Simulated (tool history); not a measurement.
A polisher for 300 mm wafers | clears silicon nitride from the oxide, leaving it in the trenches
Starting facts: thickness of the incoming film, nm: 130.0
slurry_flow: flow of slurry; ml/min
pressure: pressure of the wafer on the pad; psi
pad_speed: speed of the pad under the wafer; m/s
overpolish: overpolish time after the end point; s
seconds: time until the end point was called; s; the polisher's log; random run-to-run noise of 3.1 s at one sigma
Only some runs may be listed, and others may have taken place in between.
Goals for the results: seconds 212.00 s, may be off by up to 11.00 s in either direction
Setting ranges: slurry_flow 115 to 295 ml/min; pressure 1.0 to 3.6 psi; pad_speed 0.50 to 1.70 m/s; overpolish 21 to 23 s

run  hour  slurry_flow  pressure  pad_speed  overpolish  seconds
  1   0.0          190       2.3       1.10          21   183.19
  2   1.0          190       2.3       1.10          23   180.99
  3   4.4          190       2.3       1.10          23   180.58
  4   7.0          190       2.8       1.10          23   148.40
  5   8.3          190       2.6       1.08          23   163.82
  6  15.1          190       2.4       1.08          23   175.37
  7  19.7          190       2.3       1.08          23   178.08
  8  22.8          190       2.2       1.08          23   191.10

Exactly one of the 5 candidate moves below puts every result within its allowed miss. Which one?
  A  25.9          230       2.0       1.04          23        ?
  B  25.9          165       2.2       1.22          21        ?
  C  25.9          120       1.6       1.22          23        ?
  D  25.9          180       2.4       1.06          23        ?
  E  25.9          200       2.0       0.94          23        ?

move  seconds
   A   206.64
   B   174.19
   C   251.30
   D   176.28
   E   226.99
A: every result lands within tolerance
B: misses by more than the last run did
C: carries the result that was furthest off beyond its target, to the other side
D: misses by more than the last run did
E: carries the result that was furthest off beyond its target, to the other side
So the answer is move A, the one that meets all the targets.

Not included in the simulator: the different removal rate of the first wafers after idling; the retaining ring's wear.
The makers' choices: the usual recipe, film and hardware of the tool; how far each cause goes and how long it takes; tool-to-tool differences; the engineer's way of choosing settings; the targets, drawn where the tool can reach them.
